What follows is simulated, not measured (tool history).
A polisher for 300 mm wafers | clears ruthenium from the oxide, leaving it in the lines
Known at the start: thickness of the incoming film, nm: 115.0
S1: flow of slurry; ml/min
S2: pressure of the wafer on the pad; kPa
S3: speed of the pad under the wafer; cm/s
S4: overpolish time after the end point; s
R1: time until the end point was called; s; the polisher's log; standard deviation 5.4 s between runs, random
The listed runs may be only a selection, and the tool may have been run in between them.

{"run": 1, "hour": 0.0, "S1": 130, "S2": 12.4, "S3": 82, "S4": 4, "R1": 134.1}
{"run": 2, "hour": 6.9, "S1": 125, "S2": 11.7, "S3": 76, "S4": 4, "R1": 152.74}
{"run": 3, "hour": 11.4, "S1": 125, "S2": 11.7, "S3": 70, "S4": 4, "R1": 164.43}
{"run": 4, "hour": 12.0, "S1": 120, "S2": 11.0, "S3": 66, "S4": 4, "R1": 187.68}
{"run": 5, "hour": 15.2, "S1": 120, "S2": 11.0, "S3": 66, "S4": 4, "R1": 188.24}
{"run": 6, "hour": 22.4, "S1": 120, "S2": 11.0, "S3": 66, "S4": 4, "R1": 191.16}
{"run": 7, "hour": 24.5, "S1": 115, "S2": 10.3, "S3": 64, "S4": 4, "R1": 209.44}
{"run": 8, "hour": 27.8, "S1": 110, "S2": 9.7, "S3": 62, "S4": 4, "R1": 237.93}

Expected results for the next run?
{"run": 9, "hour": 32.4, "S1": 105, "S2": 9.0, "S3": 62, "S4": 4, "R1": "?"}

{"run 9": {"R1": 250.63}}

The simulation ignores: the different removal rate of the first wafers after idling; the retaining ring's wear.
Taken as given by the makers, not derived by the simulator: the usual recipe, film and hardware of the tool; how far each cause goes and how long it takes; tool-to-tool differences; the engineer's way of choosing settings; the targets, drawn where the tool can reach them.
